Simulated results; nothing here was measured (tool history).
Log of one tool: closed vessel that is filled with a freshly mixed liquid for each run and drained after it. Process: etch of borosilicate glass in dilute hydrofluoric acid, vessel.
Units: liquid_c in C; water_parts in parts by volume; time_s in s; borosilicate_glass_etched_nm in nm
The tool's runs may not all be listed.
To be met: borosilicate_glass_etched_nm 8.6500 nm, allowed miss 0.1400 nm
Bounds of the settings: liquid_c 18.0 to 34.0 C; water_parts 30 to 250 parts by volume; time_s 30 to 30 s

run,hour,liquid_c,water_parts,time_s,borosilicate_glass_etched_nm
1,0.0,26.0,140,30,4.8277
2,6.7,23.0,140,30,4.2980
3,13.5,23.0,140,30,4.2747
4,18.2,20.0,140,30,3.8068
5,19.4,24.5,130,30,4.9284
6,21.2,27.5,120,30,6.0574
7,29.9,29.5,115,30,6.8829
8,34.3,31.0,115,30,7.2620
9,42.9,32.0,115,30,7.5545
10,48.6,32.5,115,30,7.7034
11,54.4,33.0,115,30,7.8415

Which of these 5 next moves meets every target?
A,60.2,30.0,110,30,?
B,60.2,32.5,95,30,?
C,60.2,33.5,100,30,?
D,60.2,33.0,110,30,?
E,60.2,33.0,105,30,?

move,borosilicate_glass_etched_nm
A,7.3944
B,9.5976
C,9.3854
D,8.2536
E,8.7115
A: further off than the last run
B: takes the result that was furthest off past its target
C: takes the result that was furthest off past its target
D: nearer than the last run, and not there yet
E: meets every target
Answer: E
